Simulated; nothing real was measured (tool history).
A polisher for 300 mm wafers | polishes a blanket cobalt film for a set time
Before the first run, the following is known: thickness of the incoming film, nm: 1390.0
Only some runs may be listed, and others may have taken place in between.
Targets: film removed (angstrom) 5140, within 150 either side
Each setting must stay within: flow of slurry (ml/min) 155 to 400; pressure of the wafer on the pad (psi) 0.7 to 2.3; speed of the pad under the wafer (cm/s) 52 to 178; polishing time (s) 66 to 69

run    day  flow of slurry (ml/min)  pressure of the wafer on the pad (psi)  speed of the pad under the wafer (cm/s)  polishing time (s)  film removed (angstrom)
  1      0                      255                                     1.5                                      114                  66                   3255.7
  2  0.133                      255                                     1.3                                      114                  66                   2793.2
  3    0.2                      255                                     1.3                                       96                  66                   2477.9
  4  0.412                      255                                     1.5                                       96                  66                   2878.4
  5  0.667                      255                                     1.5                                      118                  66                   3308.9
  6  0.858                      255                                     1.5                                      118                  66                   3322.4
  7  0.917                      265                                     1.9                                      120                  66                   4298.1
  8  1.071                      265                                     1.9                                      120                  66                   4229.4
  9   1.45                      265                                       2                                      120                  66                   4425.1
 10  1.596                      265                                     2.1                                      120                  66                   4688.6
 11  1.804                      270                                     2.1                                      120                  66                   4712.7
 12  2.062                      285                                     2.2                                      120                  66                   4952.2

Next run, 5 choices. One meets every target within its allowed miss, the rest don't. Which?
  A  2.321                      310                                     2.2                                      128                  69                        ?
  B  2.321                      270                                     2.1                                      128                  68                        ?
  C  2.321                      265                                       2                                      144                  69                        ?
  D  2.321                      305                                       2                                      148                  68                        ?
  E  2.321                      305                                     2.3                                      132                  66                        ?

move  film removed (angstrom)
   A                     5533
   B                   5138.9
   C                   5446.4
   D                   5565.8
   E                   5654.6
A: takes the biggest miss from the last run beyond its target
B: all results land within tolerance of their targets
C: takes the biggest miss from the last run beyond its target
D: takes the biggest miss from the last run beyond its target
E: takes the biggest miss from the last run beyond its target
Move B is the one to make.
